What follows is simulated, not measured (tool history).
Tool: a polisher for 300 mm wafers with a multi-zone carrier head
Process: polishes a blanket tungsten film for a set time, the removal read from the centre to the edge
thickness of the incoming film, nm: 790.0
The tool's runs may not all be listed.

| run | hour | flow of slurry (ml/min) | pressure of the head's centre zone | pressure of the head's middle zone | pressure of the head's edge zone | abrasive content of the slurry | polishing time (s) | film removed at the wafer's centre (nm) | film removed at mid-radius (nm) | film removed at the wafer's edge (nm) |
|---|---|---|---|---|---|---|---|---|---|---|
| 1 | 0.0 | 295 | 1.00 | 1.00 | 1.00 | 1.00 | 90 | 284.84 | 298.34 | 288.55 |
| 2 | 5.3 | 290 | 1.01 | 0.95 | 0.99 | 0.85 | 83 | 258.08 | 251.02 | 260.48 |
| 3 | 9.6 | 290 | 1.01 | 0.95 | 0.99 | 1.00 | 83 | 268.58 | 258.21 | 265.75 |
| 4 | 10.5 | 290 | 1.01 | 0.95 | 1.03 | 1.00 | 83 | 265.19 | 264.47 | 269.36 |
| 5 | 16.8 | 290 | 1.02 | 0.93 | 1.00 | 0.85 | 77 | 233.09 | 225.82 | 241.04 |
| 6 | 24.3 | 320 | 1.02 | 0.93 | 1.00 | 0.85 | 77 | 242.36 | 226.56 | 239.86 |

Run 7 comes next. What will it give?
| 7 | 33.2 | 330 | 1.02 | 0.83 | 0.95 | 0.60 | 63 | ? | ? | ? |

{"run 7": {"film removed at the wafer's centre (nm)": 177.96, "film removed at mid-radius (nm)": 155.77, "film removed at the wafer's edge (nm)": 175.56}}
